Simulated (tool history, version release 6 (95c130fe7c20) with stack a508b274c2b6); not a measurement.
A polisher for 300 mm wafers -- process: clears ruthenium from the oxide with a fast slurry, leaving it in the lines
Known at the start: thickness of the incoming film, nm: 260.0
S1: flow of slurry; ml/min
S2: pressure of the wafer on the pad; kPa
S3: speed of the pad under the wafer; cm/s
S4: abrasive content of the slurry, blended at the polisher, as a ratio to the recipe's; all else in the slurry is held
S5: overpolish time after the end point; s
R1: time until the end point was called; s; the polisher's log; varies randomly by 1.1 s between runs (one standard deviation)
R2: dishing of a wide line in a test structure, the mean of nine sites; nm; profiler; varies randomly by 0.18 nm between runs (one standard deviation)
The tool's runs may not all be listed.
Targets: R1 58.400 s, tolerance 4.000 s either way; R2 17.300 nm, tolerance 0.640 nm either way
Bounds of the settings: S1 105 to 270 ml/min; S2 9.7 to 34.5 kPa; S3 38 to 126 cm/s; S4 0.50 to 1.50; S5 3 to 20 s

| run | day | S1 | S2 | S3 | S4 | S5 | R1 | R2 |
|---|---|---|---|---|---|---|---|---|
| 1 | 0.000 | 175 | 22.1 | 82 | 1.00 | 10 | 64.670 | 26.257 |
| 2 | 0.146 | 175 | 27.6 | 82 | 1.00 | 10 | 52.523 | 30.149 |
| 3 | 0.488 | 175 | 26.9 | 82 | 1.00 | 9 | 52.635 | 27.727 |
| 4 | 0.583 | 175 | 26.2 | 82 | 1.00 | 8 | 54.193 | 25.809 |
| 5 | 0.700 | 135 | 26.2 | 82 | 1.00 | 8 | 57.989 | 24.052 |
| 6 | 0.883 | 135 | 26.2 | 62 | 1.00 | 8 | 76.427 | 20.253 |
| 7 | 0.908 | 135 | 26.9 | 62 | 1.00 | 7 | 72.912 | 18.596 |
| 8 | 1.029 | 140 | 27.6 | 62 | 1.00 | 7 | 69.810 | 19.197 |
| 9 | 1.196 | 160 | 31.0 | 64 | 1.00 | 3 | 59.512 | 11.456 |
| 10 | 1.271 | 155 | 29.6 | 68 | 1.00 | 3 | 58.988 | 11.201 |
| 11 | 1.550 | 155 | 28.3 | 70 | 1.00 | 3 | 58.646 | 10.970 |

4 candidate next runs follow, results not yet known. Just one meets every target within its allowed miss. Identify it.
| A | 1.829 | 170 | 26.2 | 66 | 1.15 | 8 | ? | ? |
| B | 1.829 | 165 | 28.3 | 72 | 0.95 | 5 | ? | ? |
| C | 1.829 | 150 | 34.5 | 58 | 1.05 | 7 | ? | ? |
| D | 1.829 | 165 | 30.3 | 74 | 0.80 | 7 | ? | ? |

| move | R1 | R2 |
|---|---|---|
| A | 62.994 | 22.794 |
| B | 59.062 | 16.966 |
| C | 57.840 | 22.056 |
| D | 58.351 | 21.923 |
A: pushes the last run's worst result past its target
B: all results in spec
C: pushes the last run's worst result past its target
D: pushes the last run's worst result past its target
Move B is the one to make.
